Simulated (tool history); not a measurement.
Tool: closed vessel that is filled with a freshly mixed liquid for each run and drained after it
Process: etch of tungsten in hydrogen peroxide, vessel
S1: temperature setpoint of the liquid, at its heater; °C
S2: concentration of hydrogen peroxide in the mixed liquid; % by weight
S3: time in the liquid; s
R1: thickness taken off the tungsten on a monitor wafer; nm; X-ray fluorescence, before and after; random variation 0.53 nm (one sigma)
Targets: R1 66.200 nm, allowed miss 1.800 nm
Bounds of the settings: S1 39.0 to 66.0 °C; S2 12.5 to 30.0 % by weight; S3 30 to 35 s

Run 1, hour 0.0: S1 55.0 °C, S2 23.5 % by weight, S3 35 s. Result: R1 108.690 nm.
Run 2, hour 9.3: S1 55.0 °C, S2 23.5 % by weight, S3 35 s. Result: R1 108.850 nm.
Run 3, hour 14.8: S1 59.0 °C, S2 23.5 % by weight, S3 35 s. Result: R1 137.140 nm.
Run 4, hour 24.0: S1 59.0 °C, S2 25.5 % by weight, S3 35 s. Result: R1 145.640 nm.
Run 5, hour 33.3: S1 54.5 °C, S2 25.5 % by weight, S3 35 s. Result: R1 108.880 nm.
Run 6, hour 37.7: S1 48.5 °C, S2 25.5 % by weight, S3 35 s. Result: R1 77.447 nm.
Run 7, hour 42.0: S1 47.5 °C, S2 25.5 % by weight, S3 35 s. Result: R1 71.904 nm.
Run 8, hour 43.7: S1 47.0 °C, S2 25.5 % by weight, S3 35 s. Result: R1 69.078 nm.

5 next moves are on the table. One of them brings every result within its allowed miss. Which?
Run A, hour 45.4: S1 46.5 °C, S2 27.0 % by weight, S3 35 s. Result: R1 ?.
Run B, hour 45.4: S1 46.5 °C, S2 24.0 % by weight, S3 35 s. Result: R1 ?.
Run C, hour 45.4: S1 50.0 °C, S2 26.0 % by weight, S3 30 s. Result: R1 ?.
Run D, hour 45.4: S1 49.5 °C, S2 26.5 % by weight, S3 30 s. Result: R1 ?.
Run E, hour 45.4: S1 48.0 °C, S2 24.5 % by weight, S3 35 s. Result: R1 ?.

move      R1
   A  70.851
   B  66.799
   C  73.982
   D  72.438
   E  74.088
A: further off than the last run
B: meets every target
C: further off than the last run
D: further off than the last run
E: further off than the last run
Answer: B
